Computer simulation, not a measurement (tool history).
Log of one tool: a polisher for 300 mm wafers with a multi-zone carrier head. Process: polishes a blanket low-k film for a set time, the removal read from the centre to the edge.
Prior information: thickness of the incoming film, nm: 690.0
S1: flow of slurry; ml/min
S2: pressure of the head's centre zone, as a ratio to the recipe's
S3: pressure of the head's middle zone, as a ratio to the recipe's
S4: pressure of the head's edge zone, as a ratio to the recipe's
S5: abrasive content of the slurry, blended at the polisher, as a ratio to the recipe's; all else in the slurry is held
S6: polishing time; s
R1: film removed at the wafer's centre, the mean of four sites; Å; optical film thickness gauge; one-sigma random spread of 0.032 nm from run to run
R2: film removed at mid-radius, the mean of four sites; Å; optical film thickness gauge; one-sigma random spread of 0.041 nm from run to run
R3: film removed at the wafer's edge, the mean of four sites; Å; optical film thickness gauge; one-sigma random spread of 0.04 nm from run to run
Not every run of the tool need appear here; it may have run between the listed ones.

run,hour,S1,S2,S3,S4,S5,S6,R1,R2,R3
1,0.0,245,1.00,1.00,1.00,1.00,32,65.994,63.442,67.459
2,6.3,245,1.00,1.00,1.00,1.00,36,74.898,72.210,75.811
3,9.9,245,1.00,1.00,1.00,0.80,36,66.772,64.528,67.172
4,10.7,240,1.00,0.97,0.98,0.75,35,62.604,58.553,62.157
# hour 15.1: worn pad replaced by a new one
5,15.1,235,0.99,0.94,0.96,0.70,35,64.551,59.780,65.943
6,21.5,230,1.01,0.94,1.00,0.65,34,60.271,55.760,60.885
7,26.1,230,1.02,0.93,1.00,0.65,32,57.836,51.685,58.172
8,27.4,230,1.03,0.93,1.01,0.65,31,56.823,50.393,56.878
9,28.4,235,1.03,0.93,1.01,0.65,30,55.059,49.076,54.577

For run 10, what comes out?
10,29.6,205,0.98,0.83,0.91,0.50,29,?,?,?

R1: 41.543 Å
R2: 35.719 Å
R3: 41.938 Å
